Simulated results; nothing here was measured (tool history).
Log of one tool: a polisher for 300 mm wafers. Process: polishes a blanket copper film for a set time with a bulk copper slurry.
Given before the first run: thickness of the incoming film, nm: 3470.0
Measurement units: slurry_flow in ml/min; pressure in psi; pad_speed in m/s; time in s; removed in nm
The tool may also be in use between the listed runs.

| run | hour | slurry_flow | pressure | pad_speed | slurry_solids | time | removed |
|---|---|---|---|---|---|---|---|
| 1 | 0.0 | 275 | 2.3 | 1.38 | 1.0 | 40 | 327.04 |
| 2 | 7.9 | 275 | 1.7 | 1.38 | 1.0 | 40 | 246.80 |
| 3 | 14.3 | 275 | 1.5 | 1.38 | 1.0 | 40 | 217.51 |
| 4 | 23.2 | 275 | 2.0 | 1.38 | 1.0 | 40 | 291.50 |
| 5 | 29.9 | 275 | 1.8 | 1.38 | 1.0 | 40 | 262.28 |
| 6 | 38.6 | 220 | 1.8 | 1.38 | 1.0 | 40 | 253.21 |
| 7 | 41.1 | 220 | 1.6 | 1.38 | 1.0 | 40 | 228.79 |
| 8 | 42.9 | 220 | 1.5 | 1.38 | 1.0 | 40 | 211.68 |

Predict the results of run 9:
|  | 45.4 | head pressure recalibrated |
| 9 | 45.4 | 215 | 1.4 | 1.38 | 1.0 | 40 | ? |

{"run 9": {"removed": 215.72}}
